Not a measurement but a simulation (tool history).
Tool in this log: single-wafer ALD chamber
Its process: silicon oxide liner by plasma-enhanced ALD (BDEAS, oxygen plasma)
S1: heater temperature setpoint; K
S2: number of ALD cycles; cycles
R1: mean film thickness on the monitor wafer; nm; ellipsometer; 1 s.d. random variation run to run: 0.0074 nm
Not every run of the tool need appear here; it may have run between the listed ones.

Run 1, hour 0: S1 593.15 K, S2 44 cycles. Result: R1 3.6739 nm.
Run 2, hour 7.2: S1 593.15 K, S2 43 cycles. Result: R1 3.5858 nm.
Run 3, hour 15.3: S1 593.15 K, S2 40 cycles. Result: R1 3.3419 nm.
Run 4, hour 23.9: S1 603.15 K, S2 40 cycles. Result: R1 3.2733 nm.
Run 5, hour 32.1: S1 604.15 K, S2 39 cycles. Result: R1 3.1917 nm.
Run 6, hour 34.5: S1 612.15 K, S2 39 cycles. Result: R1 3.1498 nm.
Run 7, hour 42.7: S1 612.15 K, S2 38 cycles. Result: R1 3.0785 nm.
At hour 44.4: thermocouple changed; heater temperature recalibrated.
Run 8, hour 44.4: S1 613.15 K, S2 36 cycles. Result: R1 2.8646 nm.

Predict the results of run 9:
Run 9, hour 47.6: S1 613.15 K, S2 36 cycles. Result: R1 ?.

{"run 9": {"R1": 2.8769}}
